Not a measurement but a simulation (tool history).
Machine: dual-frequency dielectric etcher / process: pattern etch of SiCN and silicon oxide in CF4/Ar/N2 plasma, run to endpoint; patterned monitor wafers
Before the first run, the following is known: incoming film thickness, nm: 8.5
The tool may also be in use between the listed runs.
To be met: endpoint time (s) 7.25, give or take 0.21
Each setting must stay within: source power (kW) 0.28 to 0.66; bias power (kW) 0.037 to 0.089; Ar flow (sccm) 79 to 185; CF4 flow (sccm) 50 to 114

{"run": 1, "hour": 0.0, "source power (kW)": 0.47, "bias power (kW)": 0.063, "Ar flow (sccm)": 132, "CF4 flow (sccm)": 82, "endpoint time (s)": 10.247}
{"run": 2, "hour": 8.1, "source power (kW)": 0.47, "bias power (kW)": 0.063, "Ar flow (sccm)": 132, "CF4 flow (sccm)": 90, "endpoint time (s)": 10.072}
{"run": 3, "hour": 10.9, "source power (kW)": 0.5, "bias power (kW)": 0.064, "Ar flow (sccm)": 132, "CF4 flow (sccm)": 90, "endpoint time (s)": 9.3218}
{"run": 4, "hour": 18.8, "source power (kW)": 0.52, "bias power (kW)": 0.064, "Ar flow (sccm)": 132, "CF4 flow (sccm)": 90, "endpoint time (s)": 8.8787}
{"run": 5, "hour": 21.9, "source power (kW)": 0.52, "bias power (kW)": 0.064, "Ar flow (sccm)": 132, "CF4 flow (sccm)": 96, "endpoint time (s)": 8.8881}
{"run": 6, "hour": 26.2, "source power (kW)": 0.54, "bias power (kW)": 0.064, "Ar flow (sccm)": 132, "CF4 flow (sccm)": 96, "endpoint time (s)": 8.485}
{"run": 7, "hour": 29.8, "source power (kW)": 0.54, "bias power (kW)": 0.064, "Ar flow (sccm)": 132, "CF4 flow (sccm)": 96, "endpoint time (s)": 8.5342}
{"run": 8, "hour": 35.7, "source power (kW)": 0.55, "bias power (kW)": 0.064, "Ar flow (sccm)": 132, "CF4 flow (sccm)": 96, "endpoint time (s)": 8.3628}

Pick the move, out of 4, that brings all results within their allowed miss; only one does.
{"run": "A", "hour": 41.6, "source power (kW)": 0.63, "bias power (kW)": 0.069, "Ar flow (sccm)": 119, "CF4 flow (sccm)": 94, "endpoint time (s)": "?"}
{"run": "B", "hour": 41.6, "source power (kW)": 0.59, "bias power (kW)": 0.065, "Ar flow (sccm)": 131, "CF4 flow (sccm)": 104, "endpoint time (s)": "?"}
{"run": "C", "hour": 41.6, "source power (kW)": 0.58, "bias power (kW)": 0.076, "Ar flow (sccm)": 142, "CF4 flow (sccm)": 94, "endpoint time (s)": "?"}
{"run": "D", "hour": 41.6, "source power (kW)": 0.65, "bias power (kW)": 0.068, "Ar flow (sccm)": 135, "CF4 flow (sccm)": 92, "endpoint time (s)": "?"}

move=A endpoint_time_(s)=6.8728
move=B endpoint_time_(s)=7.5871
move=C endpoint_time_(s)=7.3265
move=D endpoint_time_(s)=6.8316
A: moves the result that the last run missed by most past its target, out the other side
B: nearer than the last run, and not there yet
C: every result lands within tolerance
D: moves the result that the last run missed by most past its target, out the other side
Go with C: it meets all targets.
